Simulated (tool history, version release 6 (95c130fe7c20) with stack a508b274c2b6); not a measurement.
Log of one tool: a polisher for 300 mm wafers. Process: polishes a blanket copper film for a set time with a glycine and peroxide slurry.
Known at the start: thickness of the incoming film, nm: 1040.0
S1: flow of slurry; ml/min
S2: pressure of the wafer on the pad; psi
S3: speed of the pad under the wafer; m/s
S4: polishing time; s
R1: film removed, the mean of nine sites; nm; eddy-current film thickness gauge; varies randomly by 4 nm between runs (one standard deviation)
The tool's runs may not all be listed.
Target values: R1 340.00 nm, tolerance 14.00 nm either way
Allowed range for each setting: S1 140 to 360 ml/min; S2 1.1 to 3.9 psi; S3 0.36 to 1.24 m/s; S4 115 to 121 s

Run 1, hour 0.0: S1 230 ml/min, S2 2.5 psi, S3 0.80 m/s, S4 115 s. Result: R1 522.15 nm.
Run 2, hour 2.0: S1 230 ml/min, S2 2.5 psi, S3 0.98 m/s, S4 115 s. Result: R1 605.76 nm.
Run 3, hour 5.6: S1 265 ml/min, S2 2.5 psi, S3 0.98 m/s, S4 115 s. Result: R1 610.12 nm.
Run 4, hour 7.0: S1 265 ml/min, S2 2.2 psi, S3 0.94 m/s, S4 115 s. Result: R1 536.97 nm.
Run 5, hour 14.2: S1 265 ml/min, S2 2.2 psi, S3 0.94 m/s, S4 121 s. Result: R1 565.95 nm.
Run 6, hour 22.1: S1 265 ml/min, S2 2.7 psi, S3 0.94 m/s, S4 121 s. Result: R1 662.44 nm.
Run 7, hour 28.2: S1 265 ml/min, S2 2.4 psi, S3 0.88 m/s, S4 120 s. Result: R1 571.36 nm.
Run 8, hour 30.7: S1 265 ml/min, S2 2.1 psi, S3 0.84 m/s, S4 120 s. Result: R1 496.06 nm.
Run 9, hour 36.4: S1 265 ml/min, S2 1.9 psi, S3 0.82 m/s, S4 120 s. Result: R1 462.56 nm.
Run 10, hour 43.9: S1 265 ml/min, S2 1.7 psi, S3 0.80 m/s, S4 120 s. Result: R1 423.82 nm.
Run 11, hour 49.0: S1 265 ml/min, S2 1.1 psi, S3 0.76 m/s, S4 120 s. Result: R1 312.52 nm.

Consider the 5 candidate settings below. Which is the only one whose results all fall within their allowed miss of target?
Run A, hour 54.1: S1 280 ml/min, S2 1.2 psi, S3 0.80 m/s, S4 121 s. Result: R1 ?.
Run B, hour 54.1: S1 300 ml/min, S2 1.5 psi, S3 0.50 m/s, S4 115 s. Result: R1 ?.
Run C, hour 54.1: S1 240 ml/min, S2 1.2 psi, S3 0.66 m/s, S4 120 s. Result: R1 ?.
Run D, hour 54.1: S1 230 ml/min, S2 1.5 psi, S3 0.52 m/s, S4 115 s. Result: R1 ?.
Run E, hour 54.1: S1 270 ml/min, S2 1.2 psi, S3 0.58 m/s, S4 115 s. Result: R1 ?.

move      R1
   A  344.10
   B  304.43
   C  307.70
   D  302.09
   E  282.18
A: meets every target
B: misses by more than the last run did
C: misses by more than the last run did
D: misses by more than the last run did
E: misses by more than the last run did
Answer: A

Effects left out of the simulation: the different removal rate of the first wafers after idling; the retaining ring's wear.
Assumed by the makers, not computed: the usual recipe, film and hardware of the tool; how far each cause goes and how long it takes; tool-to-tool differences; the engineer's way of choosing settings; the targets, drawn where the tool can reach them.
